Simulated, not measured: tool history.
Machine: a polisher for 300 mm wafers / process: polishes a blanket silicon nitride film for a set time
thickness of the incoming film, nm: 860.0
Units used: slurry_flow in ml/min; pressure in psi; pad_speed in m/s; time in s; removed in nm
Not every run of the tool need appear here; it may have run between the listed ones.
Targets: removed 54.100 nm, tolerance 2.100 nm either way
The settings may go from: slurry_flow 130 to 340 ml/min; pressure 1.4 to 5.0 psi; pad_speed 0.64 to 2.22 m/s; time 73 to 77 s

run,hour,slurry_flow,pressure,pad_speed,time,removed
1,0.0,220,3.2,1.42,73,125.600
2,4.7,220,2.7,1.42,73,106.820
3,6.4,265,2.7,1.42,73,111.390
4,9.7,265,2.2,1.42,73,91.843
5,11.0,255,2.0,1.30,73,77.372
6,17.3,305,2.0,1.30,73,78.962
7,24.8,300,1.4,0.90,73,40.990
8,30.1,300,1.6,0.90,73,47.698
9,37.6,300,1.7,0.90,73,49.365

Below are 5 possible settings for the next run. Only one of them brings all results inside the allowed miss of their targets. Which is it?
A,45.1,290,1.4,0.86,77,?
B,45.1,310,1.7,0.84,73,?
C,45.1,270,1.8,0.94,73,?
D,45.1,340,1.5,0.86,73,?
E,45.1,305,1.9,0.78,73,?

move,removed
A,42.441
B,47.689
C,54.334
D,43.541
E,49.866
A: further off than the last run
B: further off than the last run
C: all results in spec
D: further off than the last run
E: moves toward the targets from the last run without getting all of them in spec
C meets every target.

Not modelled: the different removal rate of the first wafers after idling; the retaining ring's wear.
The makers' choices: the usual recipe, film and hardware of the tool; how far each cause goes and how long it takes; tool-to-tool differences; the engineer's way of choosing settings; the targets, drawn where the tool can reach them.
